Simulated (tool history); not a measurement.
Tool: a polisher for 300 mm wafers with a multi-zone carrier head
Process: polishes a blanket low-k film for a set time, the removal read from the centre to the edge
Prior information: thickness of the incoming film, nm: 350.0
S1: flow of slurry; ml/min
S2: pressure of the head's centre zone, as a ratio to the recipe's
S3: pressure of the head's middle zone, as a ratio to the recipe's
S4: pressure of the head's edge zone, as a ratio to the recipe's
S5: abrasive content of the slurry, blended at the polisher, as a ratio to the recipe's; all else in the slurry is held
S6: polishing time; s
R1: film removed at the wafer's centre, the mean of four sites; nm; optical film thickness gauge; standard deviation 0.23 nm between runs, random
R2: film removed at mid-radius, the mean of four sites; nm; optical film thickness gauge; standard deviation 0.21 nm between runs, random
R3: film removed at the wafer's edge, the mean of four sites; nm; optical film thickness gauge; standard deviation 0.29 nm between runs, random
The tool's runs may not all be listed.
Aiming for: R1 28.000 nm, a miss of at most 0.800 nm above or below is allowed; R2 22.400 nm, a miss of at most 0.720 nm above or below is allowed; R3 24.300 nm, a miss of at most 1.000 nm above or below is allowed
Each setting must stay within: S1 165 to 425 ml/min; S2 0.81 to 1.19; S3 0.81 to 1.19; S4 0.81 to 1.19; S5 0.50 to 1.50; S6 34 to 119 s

run 1 hour=0.0 | S1=275 S2=1.00 S3=1.00 S4=1.00 S5=1.00 S6=76 | R1=29.788 R2=28.508 R3=29.510
run 2 hour=4.5 | S1=270 S2=1.02 S3=0.96 S4=0.95 S5=0.90 S6=76 | R1=28.848 R2=26.735 R3=26.566
run 3 hour=10.7 | S1=270 S2=0.99 S3=0.96 S4=0.95 S5=0.90 S6=76 | R1=27.452 R2=26.325 R3=26.434
run 4 hour=18.2 | S1=210 S2=0.99 S3=0.96 S4=0.95 S5=0.90 S6=76 | R1=26.653 R2=24.995 R3=25.925
run 5 hour=25.1 | S1=210 S2=0.99 S3=0.96 S4=0.88 S5=0.90 S6=76 | R1=26.498 R2=24.934 R3=25.232
run 6 hour=28.6 | S1=200 S2=1.01 S3=0.93 S4=0.88 S5=0.90 S6=76 | R1=26.588 R2=24.205 R3=24.934
run 7 hour=37.0 | S1=195 S2=1.04 S3=0.90 S4=0.88 S5=0.90 S6=76 | R1=27.246 R2=23.354 R3=24.701
run 8 hour=44.3 | S1=190 S2=1.05 S3=0.89 S4=0.88 S5=0.90 S6=76 | R1=27.566 R2=23.256 R3=25.277

Pick the move, out of 5, that brings all results within their allowed miss; only one does.
run A hour=51.6 | S1=165 S2=1.10 S3=0.88 S4=0.87 S5=0.95 S6=73 | R1=? R2=? R3=?
run B hour=51.6 | S1=175 S2=0.96 S3=0.82 S4=1.01 S5=1.15 S6=70 | R1=? R2=? R3=?
run C hour=51.6 | S1=165 S2=1.02 S3=0.81 S4=1.10 S5=1.05 S6=69 | R1=? R2=? R3=?
run D hour=51.6 | S1=165 S2=1.03 S3=0.81 S4=0.92 S5=1.00 S6=76 | R1=? R2=? R3=?
run E hour=51.6 | S1=220 S2=1.14 S3=0.98 S4=0.92 S5=0.95 S6=70 | R1=? R2=? R3=?

move=A R1=28.047 R2=22.403 R3=24.052
move=B R1=26.397 R2=22.810 R3=27.448
move=C R1=26.005 R2=20.953 R3=26.512
move=D R1=28.148 R2=22.462 R3=26.392
move=E R1=29.603 R2=24.777 R3=24.475
A: every result lands within tolerance
B: brings the result that was furthest off to its target, and leaves another outside
C: the result that was furthest off in the last run now lies on the other side of its target
D: brings the result that was furthest off to its target, and leaves another outside
E: its largest miss is bigger than the last run's
Answer: A
